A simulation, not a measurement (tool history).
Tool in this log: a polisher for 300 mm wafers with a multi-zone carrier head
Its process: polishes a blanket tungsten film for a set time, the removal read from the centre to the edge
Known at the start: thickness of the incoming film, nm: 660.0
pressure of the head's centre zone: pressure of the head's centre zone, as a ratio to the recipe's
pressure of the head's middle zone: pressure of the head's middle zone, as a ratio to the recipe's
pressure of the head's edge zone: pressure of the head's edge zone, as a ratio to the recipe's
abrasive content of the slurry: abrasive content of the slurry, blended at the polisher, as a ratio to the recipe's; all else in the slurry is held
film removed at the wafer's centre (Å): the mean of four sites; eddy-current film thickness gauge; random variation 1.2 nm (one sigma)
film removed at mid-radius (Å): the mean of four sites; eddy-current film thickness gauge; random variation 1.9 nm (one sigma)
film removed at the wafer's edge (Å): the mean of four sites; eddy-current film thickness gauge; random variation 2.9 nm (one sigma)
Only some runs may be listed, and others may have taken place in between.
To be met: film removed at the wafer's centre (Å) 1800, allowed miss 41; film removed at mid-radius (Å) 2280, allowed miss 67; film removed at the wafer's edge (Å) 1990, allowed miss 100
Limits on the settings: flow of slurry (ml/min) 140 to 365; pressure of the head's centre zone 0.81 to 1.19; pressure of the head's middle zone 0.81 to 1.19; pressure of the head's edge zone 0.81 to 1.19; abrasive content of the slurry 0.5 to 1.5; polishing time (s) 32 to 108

run	day	flow of slurry (ml/min)	pressure of the head's centre zone	pressure of the head's middle zone	pressure of the head's edge zone	abrasive content of the slurry	polishing time (s)	film removed at the wafer's centre (Å)	film removed at mid-radius (Å)	film removed at the wafer's edge (Å)
1	0	235	1	1	1	1	70	2331.7	2256.8	2291.6
2	0.233	235	1	1.07	1	1	70	2323	2423.9	2260.2
3	0.421	235	1	1.1	1	1	70	2341.7	2458.6	2246.8
4	0.512	230	0.98	1.1	0.99	1	70	2257.4	2437.4	2239.5
5	0.742	230	0.98	1.1	0.99	1.15	70	2317.8	2501.4	2253.5
6	0.854	230	0.98	1.1	0.99	1	70	2251.9	2446.5	2256.6
7	1.088	230	0.97	1.11	0.97	1	70	2247.7	2504.5	2131.1
8	1.171	225	0.95	1.1	0.97	1	70	2185.7	2436.5	2200.9
9	1.396	220	0.94	1.1	0.96	1	70	2157.7	2437.9	2205.3
10	1.604	215	0.93	1.1	0.95	1	70	2148.6	2496.4	2143.6
11	1.7	215	0.92	1.09	0.95	0.95	70	2112.1	2368.9	2176.9
12	1.946	210	0.91	1.09	0.94	0.95	70	2054	2419	2165.9
13	1.979	175	0.85	1.03	0.85	0.8	70	1826.3	2164	1947.7
14	2.088	175	0.85	1.03	0.85	0.8	70	1838	2170.6	1950.8
15	2.388	175	0.85	1.03	0.85	0.8	70	1839.3	2189.1	1964
16	2.633	175	0.83	1.05	0.86	0.8	70	1787.4	2201.8	1968.1

Of the 5 settings listed for the next run, only one would bring every result within its allowed miss of target. Which one?
A	2.879	140	0.89	1.05	0.88	0.7	71	?	?	?
B	2.879	290	0.85	1	0.82	0.7	67	?	?	?
C	2.879	185	0.82	1.06	0.84	0.85	70	?	?	?
D	2.879	155	0.87	1.06	0.88	0.65	69	?	?	?
E	2.879	150	0.85	0.99	0.88	0.85	70	?	?	?

move	film removed at the wafer's centre (Å)	film removed at mid-radius (Å)	film removed at the wafer's edge (Å)
A	1854.5	2146.1	1880.9
B	1823	2102.2	1823.8
C	1805.8	2279.3	1922.2
D	1765.9	2104.5	1822.9
E	1820.1	2098.5	1929.3
A: lands further from the targets than the last run did
B: lands further from the targets than the last run did
C: in spec on every target
D: lands further from the targets than the last run did
E: lands further from the targets than the last run did
Move C is the one to make.
